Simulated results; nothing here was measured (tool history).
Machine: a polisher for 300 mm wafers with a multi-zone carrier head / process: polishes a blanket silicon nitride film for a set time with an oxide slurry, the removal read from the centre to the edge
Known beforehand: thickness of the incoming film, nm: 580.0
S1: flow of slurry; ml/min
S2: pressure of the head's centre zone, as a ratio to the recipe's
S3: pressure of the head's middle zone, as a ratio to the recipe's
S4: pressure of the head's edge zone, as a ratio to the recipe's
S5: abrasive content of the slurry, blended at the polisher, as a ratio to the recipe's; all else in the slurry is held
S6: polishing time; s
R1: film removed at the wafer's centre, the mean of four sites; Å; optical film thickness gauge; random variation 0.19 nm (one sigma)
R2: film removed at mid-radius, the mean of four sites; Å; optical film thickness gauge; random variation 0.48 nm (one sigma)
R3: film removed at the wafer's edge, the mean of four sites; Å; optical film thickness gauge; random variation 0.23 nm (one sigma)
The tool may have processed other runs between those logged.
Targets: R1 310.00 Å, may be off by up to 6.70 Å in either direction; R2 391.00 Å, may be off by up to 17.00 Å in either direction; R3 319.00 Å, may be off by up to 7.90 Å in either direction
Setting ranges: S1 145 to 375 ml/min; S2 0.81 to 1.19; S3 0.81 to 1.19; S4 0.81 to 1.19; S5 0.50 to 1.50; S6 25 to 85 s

run  hour   S1    S2    S3    S4    S5  S6      R1      R2      R3
  1   0.0  240  1.00  1.00  1.00  1.00  55  309.47  309.20  303.53
  2   5.8  255  0.98  1.07  1.00  1.00  55  302.30  327.28  310.48
  3  11.8  255  0.98  1.07  1.00  1.05  55  312.02  331.73  317.77
  4  20.4  255  0.98  1.07  1.00  1.05  41  231.65  251.27  231.04
  5  27.6  265  0.96  1.11  0.95  1.20  44  258.91  300.97  262.75
  6  34.3  265  0.96  1.11  0.95  1.20  33  194.81  216.90  196.52
  7  36.9  280  0.96  1.14  0.95  1.30  38  234.88  266.93  235.17
  8  42.3  250  0.95  1.15  0.93  1.35  42  258.05  302.33  256.62
  9  45.6  260  0.94  1.16  0.93  1.40  44  271.52  327.58  273.90
 10  51.6  260  0.94  1.16  0.93  1.40  44  269.94  326.63  275.73

Which single option among these 4 for the next run brings every result within its allowed miss of target? Just one does.
  A  57.6  280  0.88  1.08  1.03  1.30  50   ?   ?   ?
  B  57.6  290  0.92  1.19  0.94  1.20  54   ?   ?   ?
  C  57.6  250  0.81  1.04  1.15  1.50  52   ?   ?   ?
  D  57.6  270  0.94  1.11  0.89  1.35  50   ?   ?   ?

move      R1      R2      R3
   A  283.78  342.09  314.77
   B  310.13  390.09  316.58
   C  285.49  359.32  360.39
   D  304.30  354.04  299.02
A: gains on the last run, yet a result remains outside its allowed miss
B: in spec on every target
C: gains on the last run, yet a result remains outside its allowed miss
D: puts the biggest miss on target and leaves a different result outside tolerance
Move B is the one to make.
